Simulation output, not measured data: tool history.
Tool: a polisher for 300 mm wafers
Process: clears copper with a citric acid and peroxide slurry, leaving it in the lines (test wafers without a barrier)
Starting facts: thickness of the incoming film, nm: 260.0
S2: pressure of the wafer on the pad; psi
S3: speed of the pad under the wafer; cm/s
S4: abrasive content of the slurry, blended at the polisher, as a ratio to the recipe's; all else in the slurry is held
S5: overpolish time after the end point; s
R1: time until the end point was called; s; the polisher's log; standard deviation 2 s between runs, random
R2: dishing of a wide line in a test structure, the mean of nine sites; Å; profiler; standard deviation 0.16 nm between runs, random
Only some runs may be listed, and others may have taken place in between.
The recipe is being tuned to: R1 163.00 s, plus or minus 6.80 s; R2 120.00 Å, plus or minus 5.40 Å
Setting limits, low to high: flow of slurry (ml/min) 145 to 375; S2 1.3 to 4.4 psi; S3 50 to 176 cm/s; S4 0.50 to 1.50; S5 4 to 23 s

{"run": 1, "hour": 0.0, "flow of slurry (ml/min)": 240, "S2": 2.8, "S3": 112, "S4": 1.0, "S5": 12, "R1": 119.49, "R2": 188.65}
{"run": 2, "hour": 3.6, "flow of slurry (ml/min)": 185, "S2": 2.8, "S3": 112, "S4": 1.0, "S5": 12, "R1": 123.46, "R2": 183.47}
{"run": 3, "hour": 5.3, "flow of slurry (ml/min)": 185, "S2": 2.8, "S3": 100, "S4": 1.0, "S5": 12, "R1": 131.99, "R2": 174.33}
{"run": 4, "hour": 11.9, "flow of slurry (ml/min)": 240, "S2": 2.8, "S3": 100, "S4": 1.0, "S5": 12, "R1": 132.25, "R2": 178.64}
{"run": 5, "hour": 14.7, "flow of slurry (ml/min)": 240, "S2": 2.7, "S3": 100, "S4": 1.0, "S5": 12, "R1": 135.15, "R2": 170.79}
{"run": 6, "hour": 18.7, "flow of slurry (ml/min)": 195, "S2": 2.7, "S3": 100, "S4": 1.0, "S5": 12, "R1": 137.77, "R2": 171.74}
{"run": 7, "hour": 22.8, "flow of slurry (ml/min)": 195, "S2": 2.6, "S3": 100, "S4": 1.0, "S5": 11, "R1": 140.97, "R2": 149.67}
{"run": 8, "hour": 31.7, "flow of slurry (ml/min)": 195, "S2": 2.5, "S3": 100, "S4": 1.0, "S5": 11, "R1": 146.01, "R2": 146.69}
{"hour": 36.5, "done": "slurry nozzle cleaned"}
{"run": 9, "hour": 36.5, "flow of slurry (ml/min)": 195, "S2": 2.4, "S3": 100, "S4": 1.0, "S5": 11, "R1": 149.28, "R2": 140.65}
{"run": 10, "hour": 41.6, "flow of slurry (ml/min)": 195, "S2": 2.3, "S3": 100, "S4": 1.0, "S5": 11, "R1": 154.81, "R2": 136.47}

Exactly one of the 4 candidate moves below puts every result within its allowed miss. Which one?
{"run": "A", "hour": 46.7, "flow of slurry (ml/min)": 215, "S2": 2.1, "S3": 98, "S4": 1.05, "S5": 15, "R1": "?", "R2": "?"}
{"run": "B", "hour": 46.7, "flow of slurry (ml/min)": 180, "S2": 2.0, "S3": 114, "S4": 1.0, "S5": 10, "R1": "?", "R2": "?"}
{"run": "C", "hour": 46.7, "flow of slurry (ml/min)": 195, "S2": 2.8, "S3": 60, "S4": 1.3, "S5": 9, "R1": "?", "R2": "?"}
{"run": "D", "hour": 46.7, "flow of slurry (ml/min)": 185, "S2": 2.2, "S3": 98, "S4": 1.05, "S5": 13, "R1": "?", "R2": "?"}

move=A R1=170.01 R2=168.39
move=B R1=166.27 R2=117.71
move=C R1=162.66 R2=109.51
move=D R1=164.72 R2=152.14
A: moves away from the targets compared with the last run
B: each result inside its tolerance
C: takes the result that was furthest off past its target
D: moves away from the targets compared with the last run
So the answer is move B, the one that meets all the targets.

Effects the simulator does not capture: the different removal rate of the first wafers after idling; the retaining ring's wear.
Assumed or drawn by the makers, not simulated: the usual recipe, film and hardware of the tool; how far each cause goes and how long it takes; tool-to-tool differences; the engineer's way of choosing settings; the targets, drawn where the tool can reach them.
